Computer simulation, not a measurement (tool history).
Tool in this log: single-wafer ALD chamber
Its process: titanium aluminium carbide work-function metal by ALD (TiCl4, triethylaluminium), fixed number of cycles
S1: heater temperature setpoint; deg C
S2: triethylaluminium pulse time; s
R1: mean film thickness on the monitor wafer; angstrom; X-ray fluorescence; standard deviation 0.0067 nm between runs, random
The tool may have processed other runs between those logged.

run,day,S1,S2,R1
1,0.000,275,7.18,18.023
2,0.033,277,7.27,18.178
3,0.125,279,7.37,18.432
4,0.283,279,8.25,18.956
5,0.396,280,8.30,18.996
6,0.433,280,7.46,18.492
7,0.454,280,7.46,18.611

What does the tool deliver on the next run?
8,0.762,281,7.52,?

R1: 18.710 angstrom
